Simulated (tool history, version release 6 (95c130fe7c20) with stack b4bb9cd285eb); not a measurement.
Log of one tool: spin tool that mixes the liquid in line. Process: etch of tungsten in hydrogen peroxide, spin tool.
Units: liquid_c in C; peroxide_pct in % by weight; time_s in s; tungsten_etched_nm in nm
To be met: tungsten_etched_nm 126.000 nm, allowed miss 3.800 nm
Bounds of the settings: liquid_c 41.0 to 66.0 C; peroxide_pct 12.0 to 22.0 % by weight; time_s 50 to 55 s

| run | day | liquid_c | peroxide_pct | time_s | tungsten_etched_nm |
|---|---|---|---|---|---|
| 1 | 0.000 | 57.0 | 15.0 | 50 | 97.573 |
| 2 | 0.146 | 57.0 | 13.5 | 50 | 92.388 |
| 3 | 0.450 | 57.0 | 12.0 | 50 | 87.094 |
| 4 | 0.567 | 60.5 | 12.0 | 50 | 107.120 |
| 5 | 0.708 | 61.0 | 12.0 | 50 | 109.150 |
| 6 | 0.900 | 61.5 | 12.0 | 50 | 111.620 |
| 7 | 1.271 | 62.0 | 12.0 | 50 | 114.070 |
| 8 | 1.471 | 62.5 | 12.0 | 50 | 119.610 |

5 next moves are on the table. One of them brings every result within its allowed miss. Which?
| A | 1.671 | 62.0 | 12.0 | 55 | ? |
| B | 1.671 | 62.0 | 12.0 | 50 | ? |
| C | 1.671 | 61.5 | 12.0 | 50 | ? |
| D | 1.671 | 58.5 | 12.5 | 55 | ? |
| E | 1.671 | 58.5 | 15.0 | 55 | ? |

| move | tungsten_etched_nm |
|---|---|
| A | 125.750 |
| B | 114.320 |
| C | 111.110 |
| D | 104.980 |
| E | 114.990 |
A: meets every target
B: further off than the last run
C: further off than the last run
D: further off than the last run
E: further off than the last run
Answer: A

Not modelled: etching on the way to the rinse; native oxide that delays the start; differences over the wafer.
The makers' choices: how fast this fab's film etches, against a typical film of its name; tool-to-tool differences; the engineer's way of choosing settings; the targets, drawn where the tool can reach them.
